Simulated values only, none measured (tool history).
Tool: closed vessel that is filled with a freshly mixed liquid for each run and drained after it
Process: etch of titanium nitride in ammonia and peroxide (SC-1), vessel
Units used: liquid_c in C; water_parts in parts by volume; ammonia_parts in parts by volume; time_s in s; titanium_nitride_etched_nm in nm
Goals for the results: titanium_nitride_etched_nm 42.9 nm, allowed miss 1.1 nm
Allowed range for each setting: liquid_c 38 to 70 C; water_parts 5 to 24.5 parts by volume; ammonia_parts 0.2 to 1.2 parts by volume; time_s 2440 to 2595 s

| run | hour | liquid_c | water_parts | ammonia_parts | time_s | titanium_nitride_etched_nm |
|---|---|---|---|---|---|---|
| 1 | 0 | 54 | 13.5 | 0.7 | 2440 | 94.656 |
| 2 | 2.2 | 52 | 13.5 | 0.7 | 2440 | 83.345 |
| 3 | 4.6 | 52 | 13.5 | 0.7 | 2595 | 89.167 |
| 4 | 11.5 | 50 | 13.5 | 0.7 | 2595 | 75.785 |
| 5 | 14.1 | 50 | 11.5 | 0.7 | 2595 | 83.431 |
| 6 | 21.6 | 50 | 15 | 0.7 | 2595 | 71.765 |
| 7 | 30.1 | 49 | 15 | 0.7 | 2595 | 68.105 |
| 8 | 39.2 | 48 | 15 | 0.7 | 2595 | 62.91 |
| 9 | 44.1 | 47 | 15 | 0.7 | 2595 | 58.269 |
| 10 | 50.2 | 46 | 15 | 0.7 | 2595 | 55.003 |
| 11 | 56.8 | 45.5 | 15 | 0.7 | 2595 | 52.675 |
| 12 | 61.1 | 45 | 15 | 0.7 | 2595 | 50.585 |
| 13 | 70.6 | 44.5 | 15 | 0.7 | 2595 | 49.034 |
| 14 | 73.7 | 44 | 15 | 0.7 | 2595 | 47.11 |
| 15 | 75.6 | 43 | 15 | 0.7 | 2595 | 44.016 |

Consider the 5 candidate settings below. Which is the only one whose results all fall within their allowed miss of target?
| A | 77.5 | 45.5 | 17.5 | 0.35 | 2440 | ? |
| B | 77.5 | 44.5 | 17 | 0.7 | 2550 | ? |
| C | 77.5 | 44 | 17.5 | 0.9 | 2450 | ? |
| D | 77.5 | 43 | 13 | 0.55 | 2595 | ? |
| E | 77.5 | 40.5 | 11 | 0.65 | 2440 | ? |

| move | titanium_nitride_etched_nm |
|---|---|
| A | 39.532 |
| B | 44.378 |
| C | 42.303 |
| D | 44.876 |
| E | 39.498 |
A: pushes the last run's worst result past its target
B: its largest miss is bigger than the last run's
C: each result inside its tolerance
D: its largest miss is bigger than the last run's
E: pushes the last run's worst result past its target
So the answer is move C, the one that meets all the targets.
